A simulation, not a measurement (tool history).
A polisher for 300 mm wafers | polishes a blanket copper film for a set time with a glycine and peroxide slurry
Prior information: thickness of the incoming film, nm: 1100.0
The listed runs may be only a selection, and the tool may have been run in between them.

run	day	flow of slurry (ml/min)	pressure of the wafer on the pad (kPa)	speed of the pad under the wafer (cm/s)	polishing time (s)	film removed (nm)
1	0.000	295	20.0	110	38	170.12
2	0.088	270	20.0	110	38	168.12
3	0.192	270	19.3	110	38	160.93
4	0.354	270	22.1	110	38	181.58
5	0.696	270	22.1	110	34	165.55
6	0.888	270	21.4	110	34	156.39
7	1.208	265	20.7	110	34	158.01

Run 8 comes next. What will it give?
8	1.571	265	20.0	110	34	?

Run 8 yielded film removed (nm) 152.56.

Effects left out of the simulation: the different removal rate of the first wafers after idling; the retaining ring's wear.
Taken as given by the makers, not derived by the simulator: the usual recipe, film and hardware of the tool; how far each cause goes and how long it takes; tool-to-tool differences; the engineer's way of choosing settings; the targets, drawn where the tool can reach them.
